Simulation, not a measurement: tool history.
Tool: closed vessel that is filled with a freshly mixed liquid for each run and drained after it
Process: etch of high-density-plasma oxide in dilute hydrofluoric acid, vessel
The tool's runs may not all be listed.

| run | hour | temperature setpoint of the liquid (K) | parts of water to one part of 49 % hydrofluoric acid (parts by volume) | time in the liquid (s) | thickness taken off the high-density-plasma oxide on a monitor wafer (angstrom) |
|---|---|---|---|---|---|
| 1 | 0.0 | 295.15 | 205 | 1380 | 323.87 |
| 2 | 3.7 | 295.15 | 260 | 1380 | 242.53 |
| 3 | 9.2 | 295.15 | 200 | 1380 | 334.75 |
| 4 | 18.6 | 296.65 | 200 | 1380 | 355.55 |
| 5 | 20.0 | 297.65 | 180 | 1380 | 417.07 |
| 6 | 25.9 | 297.65 | 230 | 1380 | 308.62 |
| 7 | 30.9 | 298.65 | 205 | 1380 | 370.00 |
| 8 | 36.7 | 299.15 | 185 | 1380 | 430.05 |

Estimate the outcome of run 9 from the log above:
| 9 | 39.8 | 299.65 | 170 | 1380 | ? |

{"run 9": {"thickness taken off the high-density-plasma oxide on a monitor wafer (angstrom)": 484.45}}

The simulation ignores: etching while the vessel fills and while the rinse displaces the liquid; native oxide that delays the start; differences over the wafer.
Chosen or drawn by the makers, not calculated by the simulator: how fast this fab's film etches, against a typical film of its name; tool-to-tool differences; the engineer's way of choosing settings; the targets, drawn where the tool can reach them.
